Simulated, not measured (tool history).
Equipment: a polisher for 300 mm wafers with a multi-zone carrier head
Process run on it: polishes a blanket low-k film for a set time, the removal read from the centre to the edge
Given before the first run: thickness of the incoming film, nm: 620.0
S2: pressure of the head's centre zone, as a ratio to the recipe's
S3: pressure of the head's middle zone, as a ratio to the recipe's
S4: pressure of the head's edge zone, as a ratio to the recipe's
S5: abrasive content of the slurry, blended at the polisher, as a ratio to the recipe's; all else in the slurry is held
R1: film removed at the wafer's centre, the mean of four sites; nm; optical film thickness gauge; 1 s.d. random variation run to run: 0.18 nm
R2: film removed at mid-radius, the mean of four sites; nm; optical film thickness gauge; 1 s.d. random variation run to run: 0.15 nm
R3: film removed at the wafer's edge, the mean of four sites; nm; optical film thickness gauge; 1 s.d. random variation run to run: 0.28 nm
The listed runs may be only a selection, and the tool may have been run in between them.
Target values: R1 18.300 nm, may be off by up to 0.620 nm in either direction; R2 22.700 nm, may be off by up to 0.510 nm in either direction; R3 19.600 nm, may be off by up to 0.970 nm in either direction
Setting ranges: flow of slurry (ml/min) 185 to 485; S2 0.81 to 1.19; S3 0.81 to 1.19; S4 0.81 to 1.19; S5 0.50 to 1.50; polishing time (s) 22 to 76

run 1 hour=0.0 | flow_of_slurry_(ml/min)=310 S2=1.00 S3=1.00 S4=1.00 S5=1.00 polishing_time_(s)=49 | R1=34.775 R2=34.451 R3=31.932
run 2 hour=5.4 | flow_of_slurry_(ml/min)=310 S2=0.95 S3=1.00 S4=1.00 S5=1.00 polishing_time_(s)=49 | R1=33.086 R2=34.492 R3=33.025
run 3 hour=14.3 | flow_of_slurry_(ml/min)=310 S2=0.95 S3=1.07 S4=1.00 S5=1.00 polishing_time_(s)=49 | R1=32.606 R2=36.709 R3=32.719
run 4 hour=20.5 | flow_of_slurry_(ml/min)=305 S2=0.93 S3=1.07 S4=0.97 S5=0.90 polishing_time_(s)=47 | R1=29.625 R2=33.549 R3=28.939
run 5 hour=26.5 | flow_of_slurry_(ml/min)=305 S2=0.93 S3=1.07 S4=0.97 S5=0.75 polishing_time_(s)=47 | R1=26.682 R2=30.904 R3=26.957
run 6 hour=29.8 | flow_of_slurry_(ml/min)=305 S2=0.98 S3=1.07 S4=0.97 S5=0.75 polishing_time_(s)=47 | R1=28.934 R2=30.667 R3=27.304
run 7 hour=31.7 | flow_of_slurry_(ml/min)=300 S2=0.95 S3=1.06 S4=0.95 S5=0.70 polishing_time_(s)=46 | R1=25.833 R2=28.970 R3=25.486
run 8 hour=38.5 | flow_of_slurry_(ml/min)=300 S2=0.93 S3=1.05 S4=0.93 S5=0.65 polishing_time_(s)=45 | R1=24.019 R2=27.361 R3=23.847
run 9 hour=45.9 | flow_of_slurry_(ml/min)=295 S2=0.91 S3=1.03 S4=0.91 S5=0.60 polishing_time_(s)=45 | R1=22.777 R2=25.473 R3=22.315
run 10 hour=53.2 | flow_of_slurry_(ml/min)=285 S2=0.89 S3=1.03 S4=0.91 S5=0.60 polishing_time_(s)=45 | R1=21.687 R2=25.488 R3=22.477
run 11 hour=60.9 | flow_of_slurry_(ml/min)=285 S2=0.88 S3=1.02 S4=0.89 S5=0.60 polishing_time_(s)=45 | R1=21.787 R2=25.377 R3=22.450
run 12 hour=63.7 | flow_of_slurry_(ml/min)=255 S2=0.81 S3=1.03 S4=0.84 S5=0.50 polishing_time_(s)=41 | R1=16.353 R2=20.768 R3=17.758
run 13 hour=69.0 | flow_of_slurry_(ml/min)=275 S2=0.82 S3=1.03 S4=0.85 S5=0.50 polishing_time_(s)=41 | R1=16.785 R2=20.907 R3=18.174

Consider the 5 candidate settings below. Which is the only one whose results all fall within their allowed miss of target?
run A hour=74.3 | flow_of_slurry_(ml/min)=250 S2=0.81 S3=0.93 S4=0.92 S5=0.55 polishing_time_(s)=40 | R1=? R2=? R3=?
run B hour=74.3 | flow_of_slurry_(ml/min)=275 S2=0.87 S3=1.00 S4=0.85 S5=0.55 polishing_time_(s)=43 | R1=? R2=? R3=?
run C hour=74.3 | flow_of_slurry_(ml/min)=355 S2=0.86 S3=0.85 S4=0.95 S5=0.50 polishing_time_(s)=43 | R1=? R2=? R3=?
run D hour=74.3 | flow_of_slurry_(ml/min)=240 S2=0.85 S3=1.05 S4=0.88 S5=0.60 polishing_time_(s)=40 | R1=? R2=? R3=?
run E hour=74.3 | flow_of_slurry_(ml/min)=315 S2=0.99 S3=0.93 S4=0.81 S5=0.55 polishing_time_(s)=36 | R1=? R2=? R3=?

move=A R1=16.890 R2=19.719 R3=18.673
move=B R1=19.765 R2=22.774 R3=19.596
move=C R1=19.077 R2=19.394 R3=19.905
move=D R1=18.452 R2=22.718 R3=19.075
move=E R1=19.133 R2=18.181 R3=16.292
A: further off than the last run
B: the furthest-off result lands on target, but another misses its tolerance
C: further off than the last run
D: all results land within tolerance of their targets
E: further off than the last run
Answer: D
